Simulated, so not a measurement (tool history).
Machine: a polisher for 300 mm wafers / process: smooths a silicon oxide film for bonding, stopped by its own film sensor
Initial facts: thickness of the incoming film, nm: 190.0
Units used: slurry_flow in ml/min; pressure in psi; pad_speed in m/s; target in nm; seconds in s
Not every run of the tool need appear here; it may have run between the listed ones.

{"run": 1, "hour": 0.0, "slurry_flow": 205, "pressure": 1.7, "pad_speed": 0.96, "slurry_solids": 1.0, "target": 133, "seconds": 88.32}
{"run": 2, "hour": 2.3, "slurry_flow": 205, "pressure": 1.7, "pad_speed": 0.8, "slurry_solids": 1.0, "target": 133, "seconds": 100.28}
{"run": 3, "hour": 10.5, "slurry_flow": 205, "pressure": 1.7, "pad_speed": 0.8, "slurry_solids": 0.85, "target": 133, "seconds": 107.88}
{"run": 4, "hour": 17.7, "slurry_flow": 205, "pressure": 1.7, "pad_speed": 0.8, "slurry_solids": 0.65, "target": 133, "seconds": 118.36}
{"run": 5, "hour": 18.8, "slurry_flow": 205, "pressure": 1.7, "pad_speed": 0.98, "slurry_solids": 0.65, "target": 133, "seconds": 102.25}
{"run": 6, "hour": 25.1, "slurry_flow": 205, "pressure": 1.7, "pad_speed": 0.98, "slurry_solids": 0.55, "target": 133, "seconds": 110.16}
{"run": 7, "hour": 31.8, "slurry_flow": 205, "pressure": 1.6, "pad_speed": 0.98, "slurry_solids": 0.55, "target": 133, "seconds": 116.28}
{"run": 8, "hour": 40.6, "slurry_flow": 205, "pressure": 1.5, "pad_speed": 0.98, "slurry_solids": 0.55, "target": 133, "seconds": 122.41}
{"run": 9, "hour": 41.5, "slurry_flow": 205, "pressure": 1.4, "pad_speed": 0.98, "slurry_solids": 0.55, "target": 133, "seconds": 129.66}
{"run": 10, "hour": 47.6, "slurry_flow": 205, "pressure": 1.3, "pad_speed": 0.98, "slurry_solids": 0.55, "target": 133, "seconds": 134.33}
{"run": 11, "hour": 52.8, "slurry_flow": 205, "pressure": 1.2, "pad_speed": 0.98, "slurry_solids": 0.55, "target": 133, "seconds": 143.65}

The next listed run, before its measurement:
{"run": 12, "hour": 57.4, "slurry_flow": 200, "pressure": 1.1, "pad_speed": 0.98, "slurry_solids": 0.55, "target": 133, "seconds": "?"}

Run 12 came out at seconds 154.88 s.
